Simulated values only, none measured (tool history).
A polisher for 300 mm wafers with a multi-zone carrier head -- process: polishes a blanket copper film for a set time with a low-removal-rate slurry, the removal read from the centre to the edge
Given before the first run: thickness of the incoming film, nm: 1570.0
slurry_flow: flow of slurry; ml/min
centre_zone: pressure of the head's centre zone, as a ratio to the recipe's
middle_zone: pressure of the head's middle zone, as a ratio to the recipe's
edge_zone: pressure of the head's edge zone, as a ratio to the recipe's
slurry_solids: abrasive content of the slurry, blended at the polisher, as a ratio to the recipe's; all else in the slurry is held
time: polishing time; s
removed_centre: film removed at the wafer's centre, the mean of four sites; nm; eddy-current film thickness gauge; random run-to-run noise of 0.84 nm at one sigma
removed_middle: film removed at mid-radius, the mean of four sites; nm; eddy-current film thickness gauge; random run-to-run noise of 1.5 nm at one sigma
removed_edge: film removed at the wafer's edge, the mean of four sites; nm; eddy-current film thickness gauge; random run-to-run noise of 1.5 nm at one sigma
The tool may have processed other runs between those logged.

run  hour  slurry_flow  centre_zone  middle_zone  edge_zone  slurry_solids  time  removed_centre  removed_middle  removed_edge
  1     0          130            1            1          1              1    52          161.01          162.86        166.31
  2   5.9          125         0.96         0.99       0.96           0.85    49          137.72          143.41        144.19
  3    13          115         0.92         0.97       0.93           0.75    48          121.27          133.95        132.11
  4  14.4          115         0.86         0.97       0.93           0.75    48          115.09          132.58        133.58
  5  17.5          110         0.86         0.94        0.9           0.65    48          108.13          126.48         128.2
  6  22.2          110         0.86         0.94        0.9           0.65    60          137.18          157.37        159.79
     30.3  -- worn pad replaced by a new one
  7  30.3          105         0.87         0.93       0.88            0.6    55          131.27          149.96        148.84
  8  38.1          100         0.89         0.95       0.91            0.6    50          121.74          135.31        138.24
  9  41.1          100         0.89         0.92       0.88            0.6    47          116.03          125.38        127.13

What does the tool deliver on the next run?
 10  45.7          100         0.87         0.91       0.86            0.6    45               ?               ?             ?

removed_centre: 105.73 nm
removed_middle: 118.38 nm
removed_edge: 120.75 nm
